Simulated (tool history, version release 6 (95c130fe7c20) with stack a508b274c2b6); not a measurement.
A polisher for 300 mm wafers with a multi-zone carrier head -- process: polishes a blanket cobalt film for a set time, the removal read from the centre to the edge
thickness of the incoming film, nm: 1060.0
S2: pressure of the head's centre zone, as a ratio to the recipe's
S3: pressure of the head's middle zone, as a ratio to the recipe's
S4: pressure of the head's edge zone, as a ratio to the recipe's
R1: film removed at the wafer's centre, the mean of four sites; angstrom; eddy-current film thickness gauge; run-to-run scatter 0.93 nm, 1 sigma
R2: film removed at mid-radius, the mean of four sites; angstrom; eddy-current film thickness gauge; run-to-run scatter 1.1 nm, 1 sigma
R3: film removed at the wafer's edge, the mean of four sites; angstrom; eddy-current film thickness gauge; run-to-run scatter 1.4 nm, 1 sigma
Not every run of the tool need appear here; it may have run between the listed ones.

{"run": 1, "hour": 0.0, "flow of slurry (ml/min)": 255, "S2": 1.0, "S3": 1.0, "S4": 1.0, "polishing time (s)": 40, "R1": 1175.4, "R2": 1199.8, "R3": 1227.8}
{"run": 2, "hour": 6.1, "flow of slurry (ml/min)": 255, "S2": 0.92, "S3": 1.0, "S4": 1.0, "polishing time (s)": 40, "R1": 1095.9, "R2": 1190.6, "R3": 1242.2}
{"run": 3, "hour": 10.7, "flow of slurry (ml/min)": 255, "S2": 0.92, "S3": 1.0, "S4": 1.04, "polishing time (s)": 40, "R1": 1096.8, "R2": 1189.3, "R3": 1254.3}
{"run": 4, "hour": 17.9, "flow of slurry (ml/min)": 255, "S2": 0.92, "S3": 1.0, "S4": 1.01, "polishing time (s)": 40, "R1": 1088.4, "R2": 1200.9, "R3": 1242.4}
{"run": 5, "hour": 25.4, "flow of slurry (ml/min)": 265, "S2": 0.91, "S3": 1.02, "S4": 1.04, "polishing time (s)": 41, "R1": 1092.8, "R2": 1226.0, "R3": 1295.2}
{"run": 6, "hour": 28.1, "flow of slurry (ml/min)": 265, "S2": 0.99, "S3": 1.02, "S4": 1.04, "polishing time (s)": 41, "R1": 1227.7, "R2": 1229.5, "R3": 1288.9}

Run 7 has not been measured yet. What should we expect?
{"run": 7, "hour": 32.6, "flow of slurry (ml/min)": 330, "S2": 0.9, "S3": 1.12, "S4": 1.14, "polishing time (s)": 43, "R1": "?", "R2": "?", "R3": "?"}

{"run 7": {"R1": 1161.4, "R2": 1412.4, "R3": 1447.2}}
